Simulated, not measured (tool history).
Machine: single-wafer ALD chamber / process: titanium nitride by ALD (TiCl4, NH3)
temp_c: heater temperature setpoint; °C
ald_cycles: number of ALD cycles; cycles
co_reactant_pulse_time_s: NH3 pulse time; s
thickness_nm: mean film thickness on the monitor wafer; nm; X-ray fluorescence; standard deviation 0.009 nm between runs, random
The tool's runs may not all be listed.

Run 1, day 0.000: temp_c 380 °C, ald_cycles 105 cycles, co_reactant_pulse_time_s 2.06 s. Result: thickness_nm 2.3091 nm.
Run 2, day 0.075: temp_c 372 °C, ald_cycles 103 cycles, co_reactant_pulse_time_s 1.61 s. Result: thickness_nm 2.2445 nm.
Run 3, day 0.288: temp_c 372 °C, ald_cycles 103 cycles, co_reactant_pulse_time_s 2.04 s. Result: thickness_nm 2.2810 nm.
Run 4, day 0.617: temp_c 383 °C, ald_cycles 102 cycles, co_reactant_pulse_time_s 1.60 s. Result: thickness_nm 2.2345 nm.
Run 5, day 0.996: temp_c 374 °C, ald_cycles 101 cycles, co_reactant_pulse_time_s 1.31 s. Result: thickness_nm 2.1686 nm.
Run 6, day 1.204: temp_c 368 °C, ald_cycles 101 cycles, co_reactant_pulse_time_s 1.12 s. Result: thickness_nm 2.0900 nm.
Run 7, day 1.400: temp_c 367 °C, ald_cycles 101 cycles, co_reactant_pulse_time_s 1.10 s. Result: thickness_nm 2.0926 nm.

For run 8, what comes out?
Run 8, day 1.538: temp_c 362 °C, ald_cycles 100 cycles, co_reactant_pulse_time_s 0.74 s. Result: thickness_nm ?.

{"run 8": {"thickness_nm": 1.9294}}
